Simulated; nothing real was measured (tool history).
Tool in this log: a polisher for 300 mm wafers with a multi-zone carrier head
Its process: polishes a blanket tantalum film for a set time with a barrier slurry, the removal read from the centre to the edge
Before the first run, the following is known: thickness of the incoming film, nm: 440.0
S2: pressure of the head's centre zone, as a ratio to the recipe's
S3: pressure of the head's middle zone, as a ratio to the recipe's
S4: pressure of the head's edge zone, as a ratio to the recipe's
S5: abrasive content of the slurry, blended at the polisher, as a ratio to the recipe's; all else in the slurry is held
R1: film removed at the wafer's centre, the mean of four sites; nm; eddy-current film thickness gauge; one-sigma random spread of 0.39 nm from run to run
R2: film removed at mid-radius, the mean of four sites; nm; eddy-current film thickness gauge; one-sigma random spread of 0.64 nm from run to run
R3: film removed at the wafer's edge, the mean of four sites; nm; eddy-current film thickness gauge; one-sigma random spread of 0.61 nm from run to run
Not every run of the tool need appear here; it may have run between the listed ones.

{"run": 1, "hour": 0.0, "flow of slurry (ml/min)": 205, "S2": 1.0, "S3": 1.0, "S4": 1.0, "S5": 1.0, "polishing time (s)": 37, "R1": 105.4, "R2": 101.9, "R3": 103.48}
{"run": 2, "hour": 1.2, "flow of slurry (ml/min)": 205, "S2": 1.0, "S3": 1.04, "S4": 1.0, "S5": 1.0, "polishing time (s)": 37, "R1": 104.94, "R2": 102.73, "R3": 105.07}
{"run": 3, "hour": 5.0, "flow of slurry (ml/min)": 205, "S2": 1.0, "S3": 1.0, "S4": 1.0, "S5": 1.0, "polishing time (s)": 37, "R1": 104.13, "R2": 99.6, "R3": 102.17}
{"run": 4, "hour": 6.9, "flow of slurry (ml/min)": 230, "S2": 1.0, "S3": 1.0, "S4": 1.0, "S5": 1.0, "polishing time (s)": 37, "R1": 106.31, "R2": 102.06, "R3": 101.36}
{"run": 5, "hour": 15.5, "flow of slurry (ml/min)": 235, "S2": 0.96, "S3": 0.99, "S4": 0.98, "S5": 0.9, "polishing time (s)": 35, "R1": 91.891, "R2": 90.82, "R3": 92.901}
{"run": 6, "hour": 19.3, "flow of slurry (ml/min)": 235, "S2": 0.96, "S3": 0.99, "S4": 0.98, "S5": 1.05, "polishing time (s)": 35, "R1": 99.836, "R2": 96.749, "R3": 100.39}
{"run": 7, "hour": 25.7, "flow of slurry (ml/min)": 250, "S2": 0.95, "S3": 1.02, "S4": 0.96, "S5": 0.95, "polishing time (s)": 33, "R1": 90.737, "R2": 89.895, "R3": 90.518}
{"run": 8, "hour": 32.5, "flow of slurry (ml/min)": 260, "S2": 0.93, "S3": 1.05, "S4": 0.94, "S5": 0.85, "polishing time (s)": 31, "R1": 78.016, "R2": 82.61, "R3": 78.059}
{"run": 9, "hour": 33.3, "flow of slurry (ml/min)": 260, "S2": 0.91, "S3": 1.04, "S4": 0.92, "S5": 0.8, "polishing time (s)": 31, "R1": 72.747, "R2": 79.34, "R3": 76.651}

Run 10, settings as shown, results not yet in. Your forecast:
{"run": 10, "hour": 41.0, "flow of slurry (ml/min)": 265, "S2": 0.91, "S3": 1.04, "S4": 0.9, "S5": 0.75, "polishing time (s)": 31, "R1": "?", "R2": "?", "R3": "?"}

{"run 10": {"R1": 71.095, "R2": 76.381, "R3": 70.842}}
